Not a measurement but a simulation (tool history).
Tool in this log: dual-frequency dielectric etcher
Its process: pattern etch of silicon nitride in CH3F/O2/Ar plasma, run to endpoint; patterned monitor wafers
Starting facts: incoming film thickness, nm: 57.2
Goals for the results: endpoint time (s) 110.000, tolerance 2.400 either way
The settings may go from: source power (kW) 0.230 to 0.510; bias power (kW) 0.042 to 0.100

run    day  source power (kW)  bias power (kW)  endpoint time (s)
  1  0.000              0.370            0.071             86.507
  2  0.088              0.370            0.065             89.541
  3  0.362              0.330            0.060             96.067
  4  0.412              0.370            0.060             92.315
  5  0.779              0.330            0.060             96.688
  6  1.017              0.330            0.066             93.343
  7  1.038              0.300            0.062             98.966
  8  1.308              0.280            0.060            104.000
  9  1.629              0.270            0.060            104.570
 10  1.962              0.260            0.060            106.900

Of the 5 settings listed for the next run, only one would bring every result within its allowed miss of target. Which one?
  A  2.296              0.260            0.069                  ?
  B  2.296              0.270            0.061                  ?
  C  2.296              0.270            0.064                  ?
  D  2.296              0.270            0.059                  ?
  E  2.296              0.250            0.058                  ?

move  endpoint time (s)
   A            102.560
   B            104.850
   C            103.320
   D            105.920
   E            110.060
A: further off than the last run
B: further off than the last run
C: further off than the last run
D: further off than the last run
E: every result within its allowed miss
E meets every target.

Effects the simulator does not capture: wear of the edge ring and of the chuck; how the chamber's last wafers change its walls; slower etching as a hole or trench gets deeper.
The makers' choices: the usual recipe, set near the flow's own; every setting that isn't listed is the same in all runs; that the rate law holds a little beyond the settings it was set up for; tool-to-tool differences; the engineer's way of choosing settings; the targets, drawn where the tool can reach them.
